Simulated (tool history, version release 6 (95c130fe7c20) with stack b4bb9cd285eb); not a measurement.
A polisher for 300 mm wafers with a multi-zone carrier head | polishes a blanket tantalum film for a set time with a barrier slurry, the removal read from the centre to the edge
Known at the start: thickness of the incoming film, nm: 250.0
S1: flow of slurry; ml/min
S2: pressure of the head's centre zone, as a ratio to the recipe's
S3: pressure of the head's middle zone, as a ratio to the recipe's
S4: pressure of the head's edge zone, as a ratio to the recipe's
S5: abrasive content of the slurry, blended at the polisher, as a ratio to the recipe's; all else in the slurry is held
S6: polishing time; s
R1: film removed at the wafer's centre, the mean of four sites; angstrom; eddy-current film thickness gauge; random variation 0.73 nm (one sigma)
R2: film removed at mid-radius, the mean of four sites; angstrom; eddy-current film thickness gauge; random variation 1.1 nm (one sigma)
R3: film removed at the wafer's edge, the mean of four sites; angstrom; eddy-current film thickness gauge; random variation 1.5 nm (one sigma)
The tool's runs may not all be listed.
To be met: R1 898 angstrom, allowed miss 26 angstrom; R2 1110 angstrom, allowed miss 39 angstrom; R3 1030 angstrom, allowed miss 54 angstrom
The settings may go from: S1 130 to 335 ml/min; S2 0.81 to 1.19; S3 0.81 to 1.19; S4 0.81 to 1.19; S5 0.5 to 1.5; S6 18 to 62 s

Run 1, hour 0: S1 215 ml/min, S2 1, S3 1, S4 1, S5 1, S6 40 s. Result: R1 739.83 angstrom, R2 766.06 angstrom, R3 789.36 angstrom.
Run 2, hour 3.1: S1 215 ml/min, S2 1, S3 1, S4 0.95, S5 1, S6 40 s. Result: R1 759.46 angstrom, R2 766.02 angstrom, R3 778.18 angstrom.
Run 3, hour 4.9: S1 215 ml/min, S2 0.94, S3 1, S4 0.95, S5 1, S6 40 s. Result: R1 707.74 angstrom, R2 759.46 angstrom, R3 775.08 angstrom.
Run 4, hour 13.5: S1 220 ml/min, S2 0.95, S3 1.03, S4 0.98, S5 1.1, S6 40 s. Result: R1 728.36 angstrom, R2 801.22 angstrom, R3 799.11 angstrom.
Run 5, hour 15.8: S1 220 ml/min, S2 0.95, S3 1.03, S4 1.04, S5 1.1, S6 40 s. Result: R1 735.44 angstrom, R2 788.77 angstrom, R3 819.71 angstrom.
Run 6, hour 18.7: S1 220 ml/min, S2 0.95, S3 1.03, S4 1.12, S5 1.1, S6 40 s. Result: R1 731.21 angstrom, R2 821.71 angstrom, R3 831.88 angstrom.
Run 7, hour 24: S1 225 ml/min, S2 0.95, S3 1.05, S4 1.13, S5 1.15, S6 41 s. Result: R1 758.46 angstrom, R2 846.22 angstrom, R3 870.3 angstrom.
Run 8, hour 32.2: S1 225 ml/min, S2 0.94, S3 1.07, S4 1.11, S5 1.2, S6 42 s. Result: R1 778.55 angstrom, R2 906.43 angstrom, R3 910.25 angstrom.
Run 9, hour 39.4: S1 230 ml/min, S2 0.95, S3 1.09, S4 1.11, S5 1.25, S6 42 s. Result: R1 789.69 angstrom, R2 924.55 angstrom, R3 926.93 angstrom.
Run 10, hour 41.3: S1 235 ml/min, S2 0.96, S3 1.11, S4 1.1, S5 1.25, S6 42 s. Result: R1 811.49 angstrom, R2 944.31 angstrom, R3 890.86 angstrom.
Run 11, hour 45.2: S1 235 ml/min, S2 0.96, S3 1.12, S4 1.1, S5 1.3, S6 42 s. Result: R1 828.43 angstrom, R2 953.86 angstrom, R3 908.49 angstrom.
Run 12, hour 50.6: S1 235 ml/min, S2 0.96, S3 1.12, S4 1.1, S5 1.3, S6 42 s. Result: R1 834.47 angstrom, R2 960.98 angstrom, R3 915.54 angstrom.
At hour 56.7: slurry nozzle cleaned.
Run 13, hour 56.7: S1 235 ml/min, S2 0.95, S3 1.13, S4 1.11, S5 1.35, S6 42 s. Result: R1 851.77 angstrom, R2 1010.3 angstrom, R3 964 angstrom.
Run 14, hour 65.4: S1 235 ml/min, S2 0.95, S3 1.14, S4 1.11, S5 1.35, S6 42 s. Result: R1 838.58 angstrom, R2 1007 angstrom, R3 962.72 angstrom.

Which of these 5 next moves meets every target?
Run A, hour 74.1: S1 220 ml/min, S2 1.02, S3 1.19, S4 1.15, S5 1.45, S6 44 s. Result: R1 ?, R2 ?, R3 ?.
Run B, hour 74.1: S1 270 ml/min, S2 0.9, S3 1.19, S4 0.97, S5 1.5, S6 45 s. Result: R1 ?, R2 ?, R3 ?.
Run C, hour 74.1: S1 260 ml/min, S2 0.99, S3 1.16, S4 1.11, S5 1.45, S6 44 s. Result: R1 ?, R2 ?, R3 ?.
Run D, hour 74.1: S1 145 ml/min, S2 0.97, S3 1.19, S4 1.08, S5 1.35, S6 48 s. Result: R1 ?, R2 ?, R3 ?.
Run E, hour 74.1: S1 235 ml/min, S2 0.98, S3 1.16, S4 1.08, S5 1.25, S6 46 s. Result: R1 ?, R2 ?, R3 ?.

move      R1      R2      R3
   A  960.19  1125.3  1059.7
   B  897.48  1190.8  1041.6
   C  954.38  1125.2  1062.2
   D  898.68  1118.7  1048.8
   E  942.02  1123.7  1052.5
A: brings the result that was furthest off to its target, and leaves another outside
B: takes the result that was furthest off past its target
C: brings the result that was furthest off to its target, and leaves another outside
D: meets every target
E: brings the result that was furthest off to its target, and leaves another outside
Answer: D
